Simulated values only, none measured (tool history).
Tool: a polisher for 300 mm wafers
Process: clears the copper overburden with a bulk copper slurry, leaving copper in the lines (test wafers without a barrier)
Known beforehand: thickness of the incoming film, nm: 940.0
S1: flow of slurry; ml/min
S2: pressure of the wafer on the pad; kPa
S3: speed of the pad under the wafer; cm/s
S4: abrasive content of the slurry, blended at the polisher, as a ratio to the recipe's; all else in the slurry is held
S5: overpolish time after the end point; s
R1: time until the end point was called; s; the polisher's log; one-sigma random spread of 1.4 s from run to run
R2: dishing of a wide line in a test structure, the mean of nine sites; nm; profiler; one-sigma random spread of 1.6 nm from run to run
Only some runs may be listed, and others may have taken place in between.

Run 1, hour 0.0: S1 275 ml/min, S2 18.6 kPa, S3 112 cm/s, S4 1.0, S5 15 s. Result: R1 104.240 s, R2 94.484 nm.
Run 2, hour 8.6: S1 275 ml/min, S2 18.6 kPa, S3 112 cm/s, S4 1.0, S5 18 s. Result: R1 102.600 s, R2 106.660 nm.
Run 3, hour 13.2: S1 275 ml/min, S2 17.9 kPa, S3 112 cm/s, S4 1.0, S5 16 s. Result: R1 108.970 s, R2 96.401 nm.
Run 4, hour 18.5: S1 275 ml/min, S2 21.4 kPa, S3 112 cm/s, S4 1.0, S5 16 s. Result: R1 91.217 s, R2 114.520 nm.
Run 5, hour 26.0: S1 275 ml/min, S2 19.3 kPa, S3 112 cm/s, S4 1.0, S5 15 s. Result: R1 101.080 s, R2 98.206 nm.
Run 6, hour 34.4: S1 275 ml/min, S2 19.3 kPa, S3 112 cm/s, S4 1.0, S5 18 s. Result: R1 102.110 s, R2 109.620 nm.
Run 7, hour 39.4: S1 275 ml/min, S2 17.9 kPa, S3 112 cm/s, S4 1.0, S5 16 s. Result: R1 109.950 s, R2 99.478 nm.
Run 8, hour 42.5: S1 275 ml/min, S2 17.9 kPa, S3 112 cm/s, S4 1.0, S5 16 s. Result: R1 108.050 s, R2 95.826 nm.
Run 9, hour 49.0: S1 275 ml/min, S2 17.2 kPa, S3 112 cm/s, S4 1.0, S5 14 s. Result: R1 114.560 s, R2 85.648 nm.

Forecast run 10:
Run 10, hour 54.0: S1 275 ml/min, S2 17.2 kPa, S3 112 cm/s, S4 1.0, S5 13 s. Result: R1 ?, R2 ?.

For run 10 the tool returned R1 109.990 s, R2 80.433 nm.
